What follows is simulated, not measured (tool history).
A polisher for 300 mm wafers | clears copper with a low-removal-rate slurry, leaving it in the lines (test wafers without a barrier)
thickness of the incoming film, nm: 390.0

| run | day | flow of slurry (ml/min) | pressure of the wafer on the pad (kPa) | speed of the pad under the wafer (cm/s) | abrasive content of the slurry | overpolish time after the end point (s) | time until the end point was called (s) | dishing of a wide line in a test structure (Å) |
|---|---|---|---|---|---|---|---|---|
| 1 | 0 | 270 | 28.3 | 86 | 1 | 9 | 112.57 | 212.06 |
| 2 | 0.158 | 270 | 28.3 | 86 | 1.15 | 9 | 108.62 | 218.77 |
| 3 | 0.521 | 275 | 31 | 88 | 1.15 | 7 | 98.085 | 192.86 |
| 4 | 0.704 | 275 | 31 | 88 | 1.25 | 7 | 96.197 | 200 |
| 5 | 0.783 | 295 | 34.5 | 88 | 1 | 6 | 89.994 | 183.28 |
| 6 | 0.883 | 320 | 36.5 | 88 | 0.9 | 5 | 86.121 | 162.48 |
| 7 | 1.212 | 320 | 41.4 | 88 | 0.8 | 3 | 77.879 | 108.36 |

Forecast run 8:
| 8 | 1.412 | 335 | 40 | 90 | 0.85 | 3 | ? | ? |

{"run 8": {"time until the end point was called (s)": 78.878, "dishing of a wide line in a test structure (Å)": 113.46}}
